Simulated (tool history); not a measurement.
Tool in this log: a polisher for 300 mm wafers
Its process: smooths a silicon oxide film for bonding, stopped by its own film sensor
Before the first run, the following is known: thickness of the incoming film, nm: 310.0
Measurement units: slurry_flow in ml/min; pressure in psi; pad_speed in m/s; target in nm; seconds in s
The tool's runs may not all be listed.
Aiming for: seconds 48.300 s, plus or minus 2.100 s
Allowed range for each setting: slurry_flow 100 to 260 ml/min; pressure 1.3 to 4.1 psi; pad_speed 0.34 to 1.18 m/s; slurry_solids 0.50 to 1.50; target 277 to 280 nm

run 1 hour=0.0 | slurry_flow=165 pressure=2.7 pad_speed=0.76 slurry_solids=1.00 target=277 | seconds=37.585
run 2 hour=7.4 | slurry_flow=165 pressure=2.6 pad_speed=0.76 slurry_solids=1.00 target=277 | seconds=38.899
run 3 hour=8.9 | slurry_flow=165 pressure=2.6 pad_speed=0.76 slurry_solids=1.00 target=280 | seconds=35.147
run 4 hour=13.2 | slurry_flow=195 pressure=2.6 pad_speed=0.76 slurry_solids=1.00 target=280 | seconds=34.552
run 5 hour=16.7 | slurry_flow=190 pressure=2.4 pad_speed=0.76 slurry_solids=1.00 target=280 | seconds=37.630
run 6 hour=25.3 | slurry_flow=185 pressure=2.3 pad_speed=0.76 slurry_solids=1.00 target=280 | seconds=38.376
run 7 hour=31.3 | slurry_flow=180 pressure=2.2 pad_speed=0.76 slurry_solids=1.00 target=280 | seconds=41.630
run 8 hour=38.7 | slurry_flow=175 pressure=2.2 pad_speed=0.76 slurry_solids=1.00 target=280 | seconds=40.529
run 9 hour=44.3 | slurry_flow=175 pressure=2.1 pad_speed=0.76 slurry_solids=1.00 target=280 | seconds=43.333
run 10 hour=47.5 | slurry_flow=170 pressure=2.1 pad_speed=0.76 slurry_solids=1.00 target=280 | seconds=43.529
run 11 hour=50.2 | slurry_flow=170 pressure=2.1 pad_speed=0.76 slurry_solids=1.00 target=280 | seconds=43.493
run 12 hour=57.9 | slurry_flow=165 pressure=2.1 pad_speed=0.76 slurry_solids=1.00 target=280 | seconds=44.363
run 13 hour=64.4 | slurry_flow=160 pressure=2.1 pad_speed=0.76 slurry_solids=1.00 target=280 | seconds=44.328
run 14 hour=73.0 | slurry_flow=155 pressure=2.1 pad_speed=0.76 slurry_solids=1.00 target=280 | seconds=43.816

Exactly one of the 4 candidate moves below puts every result within its allowed miss. Which one?
run A hour=81.6 | slurry_flow=160 pressure=1.8 pad_speed=0.98 slurry_solids=1.00 target=280 | seconds=?
run B hour=81.6 | slurry_flow=185 pressure=2.2 pad_speed=0.82 slurry_solids=1.15 target=277 | seconds=?
run C hour=81.6 | slurry_flow=205 pressure=2.4 pad_speed=0.54 slurry_solids=1.00 target=277 | seconds=?
run D hour=81.6 | slurry_flow=200 pressure=2.2 pad_speed=0.64 slurry_solids=1.05 target=278 | seconds=?

move=A seconds=40.793
move=B seconds=39.250
move=C seconds=52.745
move=D seconds=47.687
A: the biggest miss grows against the last run
B: the biggest miss grows against the last run
C: the result that was furthest off in the last run now lies on the other side of its target
D: hits every target within its allowed miss
The move that meets every target is D.
